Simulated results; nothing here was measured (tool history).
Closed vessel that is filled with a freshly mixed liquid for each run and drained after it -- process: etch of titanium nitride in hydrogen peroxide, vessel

run  hour  temperature setpoint of the liquid (°C)  concentration of hydrogen peroxide in the mixed liquid (% by weight)  time in the liquid (s)  thickness taken off the titanium nitride on a monitor wafer (nm)
  1     0                                       47                                                                  18.5                     360                                                            15.081
  2   7.6                                       44                                                                  18.5                     360                                                            11.952
  3  10.8                                       43                                                                  18.5                     360                                                            11.227
  4  18.6                                     40.5                                                                  18.5                     360                                                            9.1076
  5  27.2                                     40.5                                                                  18.5                     205                                                            5.1798
  6  30.5                                       41                                                                  18.5                     205                                                            5.4397
  7  34.6                                     41.5                                                                  18.5                     205                                                            5.6437
  8  37.3                                       42                                                                  18.5                     205                                                            5.8831
  9  41.7                                     42.5                                                                  18.5                     205                                                            6.1355

Predict the results of run 10:
 10  46.4                                     43.5                                                                  18.5                     205                                                                 ?

thickness taken off the titanium nitride on a monitor wafer (nm): 6.61

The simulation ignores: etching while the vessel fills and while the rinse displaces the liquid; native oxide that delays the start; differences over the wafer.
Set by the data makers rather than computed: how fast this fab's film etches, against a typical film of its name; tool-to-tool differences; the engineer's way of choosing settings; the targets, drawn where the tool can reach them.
